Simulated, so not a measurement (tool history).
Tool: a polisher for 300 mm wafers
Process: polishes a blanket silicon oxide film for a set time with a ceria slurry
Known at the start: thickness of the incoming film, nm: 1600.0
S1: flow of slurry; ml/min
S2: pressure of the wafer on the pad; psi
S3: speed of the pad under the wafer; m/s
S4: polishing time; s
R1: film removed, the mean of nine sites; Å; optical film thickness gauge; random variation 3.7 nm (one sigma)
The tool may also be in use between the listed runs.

run,hour,S1,S2,S3,S4,R1
1,0,255,4,1.24,52,3054.9
2,6.9,255,4.8,1.24,52,3502.9
3,10.2,255,4.8,1.24,47,3188.9
4,13.4,255,4.8,1.24,52,3602.8
5,18.4,255,4.8,1.24,47,3206.3
6,25.7,255,4.8,1.24,52,3529.4
7,28.2,255,3.7,1.2,52,3000.6

The next listed run, before its measurement:
8,35.6,255,2.6,1.12,52,?

{"run 8": {"R1": 2345.6}}
